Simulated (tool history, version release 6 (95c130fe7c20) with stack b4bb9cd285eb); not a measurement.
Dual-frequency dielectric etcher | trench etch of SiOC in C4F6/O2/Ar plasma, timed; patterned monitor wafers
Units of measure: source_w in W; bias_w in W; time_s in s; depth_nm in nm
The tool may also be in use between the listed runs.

Run 1, hour 0.0: source_w 340 W, bias_w 258 W, time_s 29.0 s. Result: depth_nm 64.182 nm.
Run 2, hour 2.5: source_w 370 W, bias_w 262 W, time_s 29.0 s. Result: depth_nm 67.089 nm.
Run 3, hour 10.4: source_w 390 W, bias_w 264 W, time_s 29.0 s. Result: depth_nm 68.126 nm.
Run 4, hour 12.3: source_w 340 W, bias_w 264 W, time_s 29.0 s. Result: depth_nm 65.096 nm.
Run 5, hour 16.8: source_w 370 W, bias_w 268 W, time_s 29.0 s. Result: depth_nm 67.262 nm.
Run 6, hour 25.2: source_w 370 W, bias_w 284 W, time_s 29.0 s. Result: depth_nm 68.922 nm.
Run 7, hour 33.8: source_w 380 W, bias_w 286 W, time_s 29.0 s. Result: depth_nm 69.685 nm.

Estimate the outcome of run 8 from the log above:
Run 8, hour 35.4: source_w 390 W, bias_w 288 W, time_s 29.0 s. Result: depth_nm ?.

Run 8 produced depth_nm 71.259 nm.
